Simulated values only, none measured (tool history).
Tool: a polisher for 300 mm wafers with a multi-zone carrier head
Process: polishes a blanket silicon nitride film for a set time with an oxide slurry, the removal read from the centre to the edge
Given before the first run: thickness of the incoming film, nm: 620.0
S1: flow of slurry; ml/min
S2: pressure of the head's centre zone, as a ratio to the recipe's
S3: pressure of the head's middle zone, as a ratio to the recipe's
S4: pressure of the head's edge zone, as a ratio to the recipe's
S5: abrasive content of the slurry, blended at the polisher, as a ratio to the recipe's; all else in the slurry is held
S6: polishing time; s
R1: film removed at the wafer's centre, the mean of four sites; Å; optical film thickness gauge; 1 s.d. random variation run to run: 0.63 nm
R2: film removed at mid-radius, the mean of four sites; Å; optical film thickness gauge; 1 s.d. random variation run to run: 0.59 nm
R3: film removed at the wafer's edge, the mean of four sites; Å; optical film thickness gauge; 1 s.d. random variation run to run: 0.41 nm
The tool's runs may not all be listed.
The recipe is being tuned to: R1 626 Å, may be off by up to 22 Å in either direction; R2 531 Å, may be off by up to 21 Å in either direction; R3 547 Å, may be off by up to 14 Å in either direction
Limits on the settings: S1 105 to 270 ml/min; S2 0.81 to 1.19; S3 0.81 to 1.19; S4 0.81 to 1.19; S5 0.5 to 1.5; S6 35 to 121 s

{"run": 1, "hour": 0.0, "S1": 175, "S2": 1, "S3": 1, "S4": 1, "S5": 1, "S6": 78, "R1": 431.47, "R2": 423.3, "R3": 407.29}
{"run": 2, "hour": 0.8, "S1": 180, "S2": 1.02, "S3": 1, "S4": 1.02, "S5": 1.05, "S6": 78, "R1": 463.83, "R2": 446.23, "R3": 425.78}
{"run": 3, "hour": 7.1, "S1": 185, "S2": 1.03, "S3": 0.99, "S4": 1.04, "S5": 1.1, "S6": 78, "R1": 467.53, "R2": 441.67, "R3": 438.84}
{"run": 4, "hour": 8.7, "S1": 185, "S2": 1.03, "S3": 1.05, "S4": 1.04, "S5": 1.1, "S6": 78, "R1": 477.08, "R2": 480.02, "R3": 442.11}
{"run": 5, "hour": 11.0, "S1": 185, "S2": 1.08, "S3": 1.05, "S4": 1.04, "S5": 1.1, "S6": 78, "R1": 493.19, "R2": 467.95, "R3": 444.52}
{"run": 6, "hour": 19.1, "S1": 185, "S2": 1.15, "S3": 1.05, "S4": 1.04, "S5": 1.1, "S6": 78, "R1": 531.33, "R2": 475.89, "R3": 442.75}
{"run": 7, "hour": 22.8, "S1": 190, "S2": 1.16, "S3": 1.05, "S4": 1.06, "S5": 1.15, "S6": 78, "R1": 548.42, "R2": 484.2, "R3": 460.23}
{"run": 8, "hour": 27.0, "S1": 190, "S2": 1.16, "S3": 1.05, "S4": 1.06, "S5": 1.15, "S6": 78, "R1": 548.65, "R2": 488.23, "R3": 464.88}
{"run": 9, "hour": 29.1, "S1": 190, "S2": 1.16, "S3": 1.05, "S4": 1.06, "S5": 1.15, "S6": 78, "R1": 545.69, "R2": 482.39, "R3": 460.44}
{"run": 10, "hour": 31.1, "S1": 195, "S2": 1.16, "S3": 1.05, "S4": 1.07, "S5": 1.2, "S6": 78, "R1": 563.9, "R2": 497.6, "R3": 474.51}
{"run": 11, "hour": 33.6, "S1": 195, "S2": 1.16, "S3": 1.05, "S4": 1.07, "S5": 1.2, "S6": 78, "R1": 568.34, "R2": 505.67, "R3": 474.06}
{"hour": 41.3, "done": "edge zone pressure recalibrated"}
{"run": 12, "hour": 41.3, "S1": 195, "S2": 1.16, "S3": 1.04, "S4": 1.09, "S5": 1.2, "S6": 78, "R1": 566.11, "R2": 490.92, "R3": 501.46}
{"run": 13, "hour": 49.9, "S1": 200, "S2": 1.16, "S3": 1.04, "S4": 1.09, "S5": 1.2, "S6": 78, "R1": 563.15, "R2": 488.94, "R3": 506.83}

Which of these 4 next moves meets every target?
{"run": "A", "hour": 58.5, "S1": 175, "S2": 1.19, "S3": 0.93, "S4": 1.17, "S5": 1.2, "S6": 86, "R1": "?", "R2": "?", "R3": "?"}
{"run": "B", "hour": 58.5, "S1": 230, "S2": 1.19, "S3": 1.06, "S4": 1.12, "S5": 1.3, "S6": 78, "R1": "?", "R2": "?", "R3": "?"}
{"run": "C", "hour": 58.5, "S1": 180, "S2": 1.19, "S3": 0.83, "S4": 0.98, "S5": 1.05, "S6": 102, "R1": "?", "R2": "?", "R3": "?"}
{"run": "D", "hour": 58.5, "S1": 265, "S2": 1.19, "S3": 0.81, "S4": 1.02, "S5": 1.1, "S6": 89, "R1": "?", "R2": "?", "R3": "?"}

move=A R1=629.39 R2=490.14 R3=572.33
move=B R1=623.11 R2=537.18 R3=543.95
move=C R1=697.18 R2=495.81 R3=580.31
move=D R1=664.2 R2=460.58 R3=552.77
A: pushes the last run's worst result past its target
B: all results land within tolerance of their targets
C: pushes the last run's worst result past its target
D: gets the furthest-off result to its target, but another result is out of tolerance
Answer: B
